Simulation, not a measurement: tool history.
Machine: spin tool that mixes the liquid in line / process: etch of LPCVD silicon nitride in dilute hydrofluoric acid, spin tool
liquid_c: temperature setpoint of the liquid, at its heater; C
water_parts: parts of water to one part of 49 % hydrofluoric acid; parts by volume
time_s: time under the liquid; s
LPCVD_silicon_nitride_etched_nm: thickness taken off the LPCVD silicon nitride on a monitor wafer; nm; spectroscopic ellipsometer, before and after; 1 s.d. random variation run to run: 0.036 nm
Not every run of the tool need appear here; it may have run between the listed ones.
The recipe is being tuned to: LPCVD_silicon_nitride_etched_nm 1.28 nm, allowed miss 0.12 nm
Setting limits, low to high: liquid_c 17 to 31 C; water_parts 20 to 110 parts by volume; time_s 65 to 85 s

run	day	liquid_c	water_parts	time_s	LPCVD_silicon_nitride_etched_nm
1	0	23	60	85	0.70234
2	0.371	20	60	85	0.56706
3	0.504	20	75	85	0.45479
4	0.612	21.5	70	85	0.56168
5	0.858	23	65	85	0.64686
6	1.158	23	50	85	0.86817
7	1.371	23	50	85	0.88685
8	1.4	23.5	50	85	0.86704
9	1.529	24	50	85	0.94027
10	1.858	24.5	50	85	0.90582
11	2.017	25	50	85	0.98846
12	2.121	25.5	50	85	1.0685
13	2.208	26	50	85	1.0259
14	2.475	26.5	50	85	1.0775
15	2.538	27	50	85	1.1204

Pick the move, out of 5, that brings all results within their allowed miss; only one does.
A	2.6	27.5	50	80	?
B	2.6	25.5	40	85	?
C	2.6	26	50	85	?
D	2.6	28.5	50	70	?
E	2.6	27	50	75	?

move	LPCVD_silicon_nitride_etched_nm
A	1.1119
B	1.2876
C	1.07
D	1.0388
E	1.0087
A: its largest miss is bigger than the last run's
B: each result inside its tolerance
C: its largest miss is bigger than the last run's
D: its largest miss is bigger than the last run's
E: its largest miss is bigger than the last run's
B is the move that brings every result within its allowed miss.
